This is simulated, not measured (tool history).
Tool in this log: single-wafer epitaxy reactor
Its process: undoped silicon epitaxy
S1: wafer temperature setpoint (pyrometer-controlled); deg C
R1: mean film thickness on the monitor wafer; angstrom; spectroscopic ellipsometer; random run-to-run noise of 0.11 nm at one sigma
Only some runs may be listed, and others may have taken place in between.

{"run": 1, "hour": 0.0, "S1": 665, "deposition time (s)": 158, "R1": 309.89}
{"run": 2, "hour": 8.4, "S1": 665, "deposition time (s)": 143, "R1": 281.29}
{"run": 3, "hour": 17.4, "S1": 669, "deposition time (s)": 146, "R1": 316.67}
{"run": 4, "hour": 24.7, "S1": 674, "deposition time (s)": 146, "R1": 355.78}
{"run": 5, "hour": 25.9, "S1": 674, "deposition time (s)": 138, "R1": 337.01}
{"run": 6, "hour": 29.1, "S1": 665, "deposition time (s)": 138, "R1": 272.01}
{"run": 7, "hour": 29.6, "S1": 669, "deposition time (s)": 141, "R1": 305.02}
{"run": 8, "hour": 37.8, "S1": 672, "deposition time (s)": 143, "R1": 333.42}

The next listed run, before its measurement:
{"run": 9, "hour": 45.7, "S1": 675, "deposition time (s)": 144, "R1": "?"}

R1: 358.96 angstrom
